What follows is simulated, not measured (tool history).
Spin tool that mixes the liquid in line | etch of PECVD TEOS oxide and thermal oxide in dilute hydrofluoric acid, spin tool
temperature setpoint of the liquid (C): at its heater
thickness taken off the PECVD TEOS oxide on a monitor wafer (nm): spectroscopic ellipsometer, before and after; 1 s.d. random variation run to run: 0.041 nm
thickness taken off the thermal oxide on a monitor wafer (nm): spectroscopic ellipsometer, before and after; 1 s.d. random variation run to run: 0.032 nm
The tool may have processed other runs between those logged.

| run | hour | temperature setpoint of the liquid (C) | parts of water to one part of 49 % hydrofluoric acid (parts by volume) | time under the liquid (s) | thickness taken off the PECVD TEOS oxide on a monitor wafer (nm) | thickness taken off the thermal oxide on a monitor wafer (nm) |
|---|---|---|---|---|---|---|
| 1 | 0 | 24 | 255 | 115 | 5.701 | 1.7442 |
| 2 | 6.1 | 23.5 | 255 | 115 | 5.6175 | 1.7289 |
| 3 | 10 | 23.5 | 255 | 85 | 4.1573 | 1.2348 |
| 4 | 11.5 | 23.5 | 180 | 85 | 6.3282 | 1.8852 |
| 5 | 15.4 | 23.5 | 255 | 85 | 4.1286 | 1.2466 |
| 6 | 16.9 | 20.5 | 255 | 85 | 3.7542 | 1.1243 |
| 7 | 18.2 | 24.5 | 245 | 85 | 4.5287 | 1.3316 |
| 8 | 22.2 | 25 | 245 | 85 | 4.5899 | 1.3977 |

Run 9 comes next. What will it give?
| 9 | 31 | 25.5 | 245 | 85 | ? | ? |

{"run 9": {"thickness taken off the PECVD TEOS oxide on a monitor wafer (nm)": 4.6583, "thickness taken off the thermal oxide on a monitor wafer (nm)": 1.4047}}
